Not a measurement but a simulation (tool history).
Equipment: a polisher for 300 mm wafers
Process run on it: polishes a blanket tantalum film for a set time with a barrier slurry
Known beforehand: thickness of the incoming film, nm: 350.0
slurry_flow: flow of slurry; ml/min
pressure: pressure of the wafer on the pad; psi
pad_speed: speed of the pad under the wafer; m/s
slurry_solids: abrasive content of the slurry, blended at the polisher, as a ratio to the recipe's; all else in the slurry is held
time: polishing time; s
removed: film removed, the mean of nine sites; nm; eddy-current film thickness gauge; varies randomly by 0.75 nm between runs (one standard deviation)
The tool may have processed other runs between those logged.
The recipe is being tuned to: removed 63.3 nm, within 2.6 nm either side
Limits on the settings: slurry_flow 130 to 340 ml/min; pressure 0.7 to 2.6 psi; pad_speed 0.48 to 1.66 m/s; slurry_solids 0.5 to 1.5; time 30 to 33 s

Run 1, hour 0: slurry_flow 220 ml/min, pressure 1.6 psi, pad_speed 1.06 m/s, slurry_solids 1, time 33 s. Result: removed 37.59 nm.
Run 2, hour 8.5: slurry_flow 220 ml/min, pressure 1.6 psi, pad_speed 0.92 m/s, slurry_solids 1, time 33 s. Result: removed 32.813 nm.
Run 3, hour 12.2: slurry_flow 220 ml/min, pressure 1.6 psi, pad_speed 0.92 m/s, slurry_solids 1, time 30 s. Result: removed 30.023 nm.
Run 4, hour 20.8: slurry_flow 220 ml/min, pressure 1.6 psi, pad_speed 0.92 m/s, slurry_solids 0.8, time 30 s. Result: removed 27.248 nm.
Run 5, hour 21.9: slurry_flow 220 ml/min, pressure 1.7 psi, pad_speed 0.96 m/s, slurry_solids 0.8, time 30 s. Result: removed 30.225 nm.
Run 6, hour 23.4: slurry_flow 220 ml/min, pressure 1.8 psi, pad_speed 0.98 m/s, slurry_solids 0.8, time 30 s. Result: removed 32.354 nm.
Run 7, hour 24.4: slurry_flow 220 ml/min, pressure 1.9 psi, pad_speed 1.02 m/s, slurry_solids 0.8, time 30 s. Result: removed 35.399 nm.
Run 8, hour 26.8: slurry_flow 220 ml/min, pressure 2 psi, pad_speed 1.06 m/s, slurry_solids 0.8, time 30 s. Result: removed 38.051 nm.
Run 9, hour 28: slurry_flow 220 ml/min, pressure 2.1 psi, pad_speed 1.1 m/s, slurry_solids 0.8, time 30 s. Result: removed 40.409 nm.
Run 10, hour 30.4: slurry_flow 220 ml/min, pressure 2.2 psi, pad_speed 1.14 m/s, slurry_solids 0.8, time 30 s. Result: removed 45.396 nm.
Run 11, hour 33.5: slurry_flow 220 ml/min, pressure 2.3 psi, pad_speed 1.16 m/s, slurry_solids 0.8, time 30 s. Result: removed 48.2 nm.
Run 12, hour 34.1: slurry_flow 220 ml/min, pressure 2.3 psi, pad_speed 1.18 m/s, slurry_solids 0.8, time 30 s. Result: removed 47.967 nm.
Run 13, hour 42.1: slurry_flow 220 ml/min, pressure 2.3 psi, pad_speed 1.2 m/s, slurry_solids 0.8, time 30 s. Result: removed 49.473 nm.
Run 14, hour 51.1: slurry_flow 220 ml/min, pressure 2.3 psi, pad_speed 1.22 m/s, slurry_solids 0.8, time 30 s. Result: removed 50.026 nm.
Run 15, hour 52.8: slurry_flow 220 ml/min, pressure 2.3 psi, pad_speed 1.24 m/s, slurry_solids 0.8, time 30 s. Result: removed 51.216 nm.
Run 16, hour 53.4: slurry_flow 220 ml/min, pressure 2.6 psi, pad_speed 1.26 m/s, slurry_solids 0.8, time 30 s. Result: removed 58.485 nm.
Run 17, hour 59.7: slurry_flow 220 ml/min, pressure 2.6 psi, pad_speed 1.28 m/s, slurry_solids 0.8, time 30 s. Result: removed 58.192 nm.
Run 18, hour 67.8: slurry_flow 220 ml/min, pressure 2.6 psi, pad_speed 1.3 m/s, slurry_solids 0.8, time 30 s. Result: removed 58.454 nm.

Which one of the following 4 next-run settings gets every result inside its allowed miss? There is exactly one.
Run A, hour 75.9: slurry_flow 235 ml/min, pressure 2.4 psi, pad_speed 1.26 m/s, slurry_solids 0.8, time 30 s. Result: removed ?.
Run B, hour 75.9: slurry_flow 215 ml/min, pressure 2.6 psi, pad_speed 1.34 m/s, slurry_solids 0.7, time 33 s. Result: removed ?.
Run C, hour 75.9: slurry_flow 195 ml/min, pressure 2.4 psi, pad_speed 1.32 m/s, slurry_solids 0.7, time 33 s. Result: removed ?.
Run D, hour 75.9: slurry_flow 190 ml/min, pressure 2.6 psi, pad_speed 1.26 m/s, slurry_solids 0.6, time 32 s. Result: removed ?.

move  removed
   A   55.166
   B   63.748
   C   57.501
   D   51.475
A: its largest miss is bigger than the last run's
B: all results in spec
C: its largest miss is bigger than the last run's
D: its largest miss is bigger than the last run's
So the answer is move B, the one that meets all the targets.
